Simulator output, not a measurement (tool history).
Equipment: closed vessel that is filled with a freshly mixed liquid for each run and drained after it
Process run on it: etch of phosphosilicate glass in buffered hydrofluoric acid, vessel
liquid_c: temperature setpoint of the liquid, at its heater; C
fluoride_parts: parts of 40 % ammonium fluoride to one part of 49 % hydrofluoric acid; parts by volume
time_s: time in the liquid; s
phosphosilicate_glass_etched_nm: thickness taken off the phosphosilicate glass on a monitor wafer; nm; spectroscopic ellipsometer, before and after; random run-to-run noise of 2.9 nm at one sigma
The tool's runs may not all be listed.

run,hour,liquid_c,fluoride_parts,time_s,phosphosilicate_glass_etched_nm
1,0,25,11,100,506.16
2,1.2,25,11,100,501.86
3,7.7,24,11,100,470.91
4,13.8,23.5,11,100,464.39
5,16.5,23.5,11,110,516.25
6,19.8,23.5,12,110,475.52
7,27.9,23,12,110,453.48
8,31.7,23,12,110,462.68

Predict the results of run 9:
9,33.6,22.5,12,110,?

{"run 9": {"phosphosilicate_glass_etched_nm": 442.12}}

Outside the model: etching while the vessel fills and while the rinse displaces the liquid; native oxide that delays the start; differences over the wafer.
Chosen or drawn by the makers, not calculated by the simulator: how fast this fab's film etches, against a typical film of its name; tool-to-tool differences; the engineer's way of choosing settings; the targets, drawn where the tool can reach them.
